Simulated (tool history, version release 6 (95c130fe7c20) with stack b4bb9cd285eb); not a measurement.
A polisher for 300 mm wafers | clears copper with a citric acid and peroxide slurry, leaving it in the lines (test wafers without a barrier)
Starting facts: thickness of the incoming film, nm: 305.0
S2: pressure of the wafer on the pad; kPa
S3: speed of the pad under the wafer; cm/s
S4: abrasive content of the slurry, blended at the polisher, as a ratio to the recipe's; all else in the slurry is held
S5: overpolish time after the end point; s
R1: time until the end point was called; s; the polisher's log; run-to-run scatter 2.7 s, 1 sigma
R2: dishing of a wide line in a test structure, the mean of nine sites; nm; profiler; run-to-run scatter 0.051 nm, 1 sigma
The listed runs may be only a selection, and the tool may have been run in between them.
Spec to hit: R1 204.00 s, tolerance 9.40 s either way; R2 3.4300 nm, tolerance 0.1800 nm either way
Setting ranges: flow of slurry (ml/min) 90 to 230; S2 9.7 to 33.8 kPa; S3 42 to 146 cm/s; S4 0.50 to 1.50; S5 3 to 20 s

{"run": 1, "hour": 0.0, "flow of slurry (ml/min)": 150, "S2": 21.4, "S3": 94, "S4": 1.0, "S5": 10, "R1": 151.18, "R2": 14.003}
{"run": 2, "hour": 1.7, "flow of slurry (ml/min)": 115, "S2": 21.4, "S3": 94, "S4": 1.0, "S5": 10, "R1": 159.96, "R2": 13.529}
{"run": 3, "hour": 5.3, "flow of slurry (ml/min)": 150, "S2": 21.4, "S3": 94, "S4": 1.0, "S5": 10, "R1": 151.6, "R2": 13.7}
{"run": 4, "hour": 6.9, "flow of slurry (ml/min)": 150, "S2": 18.6, "S3": 94, "S4": 1.0, "S5": 10, "R1": 170.74, "R2": 12.817}
{"run": 5, "hour": 14.1, "flow of slurry (ml/min)": 165, "S2": 19.3, "S3": 84, "S4": 0.9, "S5": 9, "R1": 184.04, "R2": 10.777}
{"run": 6, "hour": 22.3, "flow of slurry (ml/min)": 175, "S2": 20.0, "S3": 76, "S4": 0.85, "S5": 8, "R1": 202.01, "R2": 9.3362}
{"run": 7, "hour": 31.2, "flow of slurry (ml/min)": 175, "S2": 17.9, "S3": 76, "S4": 0.95, "S5": 7, "R1": 208.53, "R2": 7.5099}
{"run": 8, "hour": 35.2, "flow of slurry (ml/min)": 185, "S2": 16.5, "S3": 76, "S4": 1.05, "S5": 6, "R1": 222.98, "R2": 6.2784}
{"run": 9, "hour": 37.7, "flow of slurry (ml/min)": 225, "S2": 10.3, "S3": 102, "S4": 1.3, "S5": 3, "R1": 218.08, "R2": 3.2164}

Which of these 5 next moves meets every target?
{"run": "A", "hour": 40.2, "flow of slurry (ml/min)": 190, "S2": 11.0, "S3": 92, "S4": 1.45, "S5": 3, "R1": "?", "R2": "?"}
{"run": "B", "hour": 40.2, "flow of slurry (ml/min)": 215, "S2": 11.7, "S3": 118, "S4": 1.3, "S5": 3, "R1": "?", "R2": "?"}
{"run": "C", "hour": 40.2, "flow of slurry (ml/min)": 140, "S2": 13.1, "S3": 84, "S4": 1.5, "S5": 3, "R1": "?", "R2": "?"}
{"run": "D", "hour": 40.2, "flow of slurry (ml/min)": 205, "S2": 11.7, "S3": 116, "S4": 1.3, "S5": 3, "R1": "?", "R2": "?"}
{"run": "E", "hour": 40.2, "flow of slurry (ml/min)": 230, "S2": 9.7, "S3": 114, "S4": 1.45, "S5": 3, "R1": "?", "R2": "?"}

move=A R1=232.05 R2=3.0009
move=B R1=177.22 R2=3.9012
move=C R1=232.96 R2=2.9914
move=D R1=181.20 R2=3.8181
move=E R1=203.24 R2=3.4126
A: its largest miss is bigger than the last run's
B: takes the biggest miss from the last run beyond its target
C: its largest miss is bigger than the last run's
D: takes the biggest miss from the last run beyond its target
E: meets every target
Go with E: it meets all targets.

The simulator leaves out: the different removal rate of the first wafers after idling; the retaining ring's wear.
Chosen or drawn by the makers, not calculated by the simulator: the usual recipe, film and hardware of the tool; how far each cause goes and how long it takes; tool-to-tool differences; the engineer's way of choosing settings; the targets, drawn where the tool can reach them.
